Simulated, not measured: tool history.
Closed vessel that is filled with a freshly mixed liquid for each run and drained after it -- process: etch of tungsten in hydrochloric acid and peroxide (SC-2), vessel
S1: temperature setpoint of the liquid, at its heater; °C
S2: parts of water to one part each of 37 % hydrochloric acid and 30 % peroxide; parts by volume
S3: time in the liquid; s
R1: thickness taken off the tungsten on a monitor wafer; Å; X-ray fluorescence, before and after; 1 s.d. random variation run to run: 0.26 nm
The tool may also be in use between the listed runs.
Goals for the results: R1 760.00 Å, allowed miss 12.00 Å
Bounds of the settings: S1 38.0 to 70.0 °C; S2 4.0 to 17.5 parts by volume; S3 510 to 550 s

Run 1, hour 0.0: S1 54.0 °C, S2 9.5 parts by volume, S3 510 s. Result: R1 951.99 Å.
Run 2, hour 8.6: S1 53.5 °C, S2 9.5 parts by volume, S3 510 s. Result: R1 918.93 Å.
Run 3, hour 17.2: S1 53.0 °C, S2 9.5 parts by volume, S3 510 s. Result: R1 893.02 Å.
Run 4, hour 18.4: S1 52.5 °C, S2 9.5 parts by volume, S3 510 s. Result: R1 862.16 Å.
Run 5, hour 24.2: S1 51.5 °C, S2 9.5 parts by volume, S3 510 s. Result: R1 804.65 Å.
Run 6, hour 27.3: S1 56.0 °C, S2 9.5 parts by volume, S3 510 s. Result: R1 1079.00 Å.
Run 7, hour 36.5: S1 55.5 °C, S2 9.5 parts by volume, S3 510 s. Result: R1 1046.40 Å.
Run 8, hour 39.2: S1 55.0 °C, S2 9.5 parts by volume, S3 510 s. Result: R1 1011.70 Å.
Run 9, hour 45.5: S1 54.5 °C, S2 9.5 parts by volume, S3 510 s. Result: R1 980.76 Å.
Run 10, hour 48.4: S1 54.0 °C, S2 9.5 parts by volume, S3 510 s. Result: R1 953.79 Å.
Run 11, hour 54.5: S1 53.5 °C, S2 9.5 parts by volume, S3 510 s. Result: R1 913.44 Å.
Run 12, hour 57.2: S1 53.0 °C, S2 9.5 parts by volume, S3 510 s. Result: R1 891.54 Å.
Run 13, hour 63.7: S1 52.5 °C, S2 9.5 parts by volume, S3 510 s. Result: R1 861.18 Å.
Run 14, hour 68.5: S1 51.5 °C, S2 9.5 parts by volume, S3 510 s. Result: R1 806.67 Å.
Run 15, hour 74.7: S1 51.0 °C, S2 9.5 parts by volume, S3 510 s. Result: R1 783.13 Å.

Pick the move, out of 5, that brings all results within their allowed miss; only one does.
Run A, hour 80.9: S1 50.0 °C, S2 10.0 parts by volume, S3 530 s. Result: R1 ?.
Run B, hour 80.9: S1 55.0 °C, S2 13.5 parts by volume, S3 515 s. Result: R1 ?.
Run C, hour 80.9: S1 52.0 °C, S2 10.5 parts by volume, S3 540 s. Result: R1 ?.
Run D, hour 80.9: S1 47.5 °C, S2 8.0 parts by volume, S3 525 s. Result: R1 ?.
Run E, hour 80.9: S1 51.5 °C, S2 10.0 parts by volume, S3 530 s. Result: R1 ?.

move      R1
   A  726.37
   B  758.30
   C  811.06
   D  730.31
   E  802.40
A: the result that was furthest off in the last run now lies on the other side of its target
B: every result within its allowed miss
C: further off than the last run
D: the result that was furthest off in the last run now lies on the other side of its target
E: further off than the last run
B meets every target.

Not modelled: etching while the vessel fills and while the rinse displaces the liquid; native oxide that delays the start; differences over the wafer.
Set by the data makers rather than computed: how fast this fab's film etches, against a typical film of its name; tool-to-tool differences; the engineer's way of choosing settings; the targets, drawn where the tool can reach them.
